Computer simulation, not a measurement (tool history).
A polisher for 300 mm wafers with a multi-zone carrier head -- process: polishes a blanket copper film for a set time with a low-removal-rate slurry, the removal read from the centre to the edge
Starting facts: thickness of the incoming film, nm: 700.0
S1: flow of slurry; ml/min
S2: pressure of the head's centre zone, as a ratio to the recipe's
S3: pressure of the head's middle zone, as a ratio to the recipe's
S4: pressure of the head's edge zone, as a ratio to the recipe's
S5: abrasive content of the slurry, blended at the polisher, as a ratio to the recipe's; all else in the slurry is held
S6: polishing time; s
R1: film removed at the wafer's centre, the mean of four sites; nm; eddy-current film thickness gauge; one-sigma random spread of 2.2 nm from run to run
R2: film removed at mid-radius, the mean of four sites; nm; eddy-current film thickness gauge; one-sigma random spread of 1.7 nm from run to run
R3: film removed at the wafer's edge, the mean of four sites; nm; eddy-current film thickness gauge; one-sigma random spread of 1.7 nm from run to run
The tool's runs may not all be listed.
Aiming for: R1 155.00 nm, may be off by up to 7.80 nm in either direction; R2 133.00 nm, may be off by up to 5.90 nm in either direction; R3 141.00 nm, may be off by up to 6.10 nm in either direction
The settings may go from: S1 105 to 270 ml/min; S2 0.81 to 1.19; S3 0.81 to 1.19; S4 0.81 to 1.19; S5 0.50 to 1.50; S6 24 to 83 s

run	hour	S1	S2	S3	S4	S5	S6	R1	R2	R3
1	0.0	175	1.00	1.00	1.00	1.00	53	113.80	110.74	114.71
2	2.3	175	1.00	1.00	1.00	0.85	53	108.03	106.32	111.49
3	5.7	175	1.00	1.00	1.00	0.95	53	112.69	107.80	113.57
4	8.1	175	1.00	1.07	1.00	0.95	53	111.86	116.60	113.77
5	16.0	175	1.00	1.01	1.00	0.95	53	114.26	108.99	116.83
6	24.0	175	0.97	1.01	1.00	0.95	53	109.57	113.60	114.35
7	28.1	185	1.00	1.03	1.02	1.10	54	122.57	122.15	123.51
8	30.6	195	1.03	1.03	1.04	1.15	54	128.69	125.40	123.68
9	37.6	195	1.04	1.01	1.05	1.25	55	135.72	129.10	131.71

Next run, 4 choices. One meets every target within its allowed miss, the rest don't. Which?
A	44.6	120	1.18	0.88	1.04	1.20	64	?	?	?
B	44.6	215	1.11	1.00	1.06	1.20	59	?	?	?
C	44.6	140	1.01	0.86	1.15	1.25	63	?	?	?
D	44.6	190	1.09	0.96	1.00	1.30	67	?	?	?

move	R1	R2	R3
A	155.80	117.07	139.90
B	154.55	135.21	141.22
C	138.77	119.10	149.14
D	172.53	148.95	158.26
A: the worst result of the last run now meets its target, but another is out of spec
B: each result inside its tolerance
C: as far off as the last run
D: carries the result that was furthest off beyond its target, to the other side
The right move is B.

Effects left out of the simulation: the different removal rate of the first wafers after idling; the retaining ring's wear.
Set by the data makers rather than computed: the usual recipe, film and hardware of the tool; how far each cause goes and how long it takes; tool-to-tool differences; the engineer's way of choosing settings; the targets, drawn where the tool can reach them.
